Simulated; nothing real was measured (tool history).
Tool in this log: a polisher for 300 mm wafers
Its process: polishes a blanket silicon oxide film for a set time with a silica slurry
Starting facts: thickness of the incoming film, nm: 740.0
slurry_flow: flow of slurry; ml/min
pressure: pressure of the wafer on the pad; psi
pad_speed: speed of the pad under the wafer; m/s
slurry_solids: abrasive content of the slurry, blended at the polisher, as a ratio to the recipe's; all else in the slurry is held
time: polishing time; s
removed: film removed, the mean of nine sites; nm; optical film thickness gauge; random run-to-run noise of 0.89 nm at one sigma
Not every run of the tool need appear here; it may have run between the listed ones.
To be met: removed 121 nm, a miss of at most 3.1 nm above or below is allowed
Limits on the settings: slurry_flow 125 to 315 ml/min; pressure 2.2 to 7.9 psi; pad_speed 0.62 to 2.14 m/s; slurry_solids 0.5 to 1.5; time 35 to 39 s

run  hour  slurry_flow  pressure  pad_speed  slurry_solids  time  removed
  1     0          205         5       1.38              1    39   194.91
  2   4.6          200       4.6       1.38              1    39   176.24
  3   5.5          220       4.6       1.38              1    39   180.01
  4  12.9          220       4.6       1.38              1    39   177.67
  5  20.2          220       4.6       1.22              1    39   167.34
  6  27.3          200       4.6       1.22              1    39   166.93
  7  35.4          200       4.3       1.22              1    39   154.76
  8    37          200       4.1       1.22              1    39   149.07

Pick the move, out of 4, that brings all results within their allowed miss; only one does.
  A  38.6          245       5.6       1.18            0.9    39        ?
  B  38.6          200       3.2       1.12           1.15    35        ?
  C  38.6          180       3.6       1.12           1.05    35        ?
  D  38.6          195       3.4       1.18              1    39        ?

move  removed
   A   190.28
   B   107.91
   C   114.17
   D   121.73
A: further off than the last run
B: pushes the last run's worst result past its target
C: pushes the last run's worst result past its target
D: every result lands within tolerance
So the answer is move D, the one that meets all the targets.

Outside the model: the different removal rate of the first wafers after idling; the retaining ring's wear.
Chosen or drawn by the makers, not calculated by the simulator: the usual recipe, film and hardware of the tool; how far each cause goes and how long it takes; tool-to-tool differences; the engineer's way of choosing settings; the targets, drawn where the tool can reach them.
